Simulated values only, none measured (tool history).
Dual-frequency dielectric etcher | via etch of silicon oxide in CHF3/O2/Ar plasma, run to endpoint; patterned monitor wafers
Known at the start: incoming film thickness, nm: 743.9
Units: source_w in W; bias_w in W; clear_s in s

| run | hour | source_w | bias_w | clear_s |
|---|---|---|---|---|
| 1 | 0.0 | 790 | 154 | 375.46 |
| 2 | 4.3 | 750 | 151 | 382.91 |
| 3 | 6.4 | 690 | 151 | 389.78 |
| 4 | 9.1 | 690 | 163 | 376.34 |
| 5 | 13.9 | 660 | 157 | 386.04 |
| 6 | 19.2 | 640 | 152 | 393.41 |
| 7 | 19.9 | 620 | 148 | 401.25 |
| 8 | 25.5 | 600 | 145 | 404.77 |
| 9 | 27.2 | 590 | 142 | 407.40 |
| 10 | 30.3 | 590 | 142 | 410.25 |
| 11 | 38.9 | 580 | 140 | 415.85 |

Run 12 comes next. What will it give?
| 12 | 45.3 | 570 | 139 | ? |

Run 12 gave clear_s 416.62 s.

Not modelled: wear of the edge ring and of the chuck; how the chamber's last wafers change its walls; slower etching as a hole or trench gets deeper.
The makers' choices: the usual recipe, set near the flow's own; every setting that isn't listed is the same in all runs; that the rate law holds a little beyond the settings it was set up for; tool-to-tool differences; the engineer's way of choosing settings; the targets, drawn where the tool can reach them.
